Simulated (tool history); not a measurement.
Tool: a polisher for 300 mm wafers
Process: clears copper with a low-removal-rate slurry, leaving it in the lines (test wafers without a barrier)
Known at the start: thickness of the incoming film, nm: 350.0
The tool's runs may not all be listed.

run    day  flow of slurry (ml/min)  pressure of the wafer on the pad (kPa)  speed of the pad under the wafer (cm/s)  abrasive content of the slurry  overpolish time after the end point (s)  time until the end point was called (s)  dishing of a wide line in a test structure (Å)
  1  0.000                      175                                    27.6                                       94                             1.0                                       15                                   93.723                                          411.03
  2  0.200                      175                                    25.5                                       94                             1.0                                       14                                   98.628                                          326.33
  3  0.421                      175                                    24.1                                       94                             1.0                                       14                                  106.920                                          330.23
  4  0.583                      175                                    24.1                                       94                             1.0                                       10                                  105.590                                          253.10
  5  0.858                      175                                    24.1                                       94                             0.9                                       10                                  106.610                                          240.84
  6  0.917                      175                                    22.8                                       94                             0.9                                       11                                  112.170                                          241.11
  7  1.112                      175                                    22.1                                       94                             0.9                                       11                                  116.390                                          227.65

The next listed run, before its measurement:
  8  1.254                      175                                    22.1                                       94                             0.9                                       11                                        ?                                               ?

{"run 8": {"time until the end point was called (s)": 117.25, "dishing of a wide line in a test structure (Å)": 237.7}}
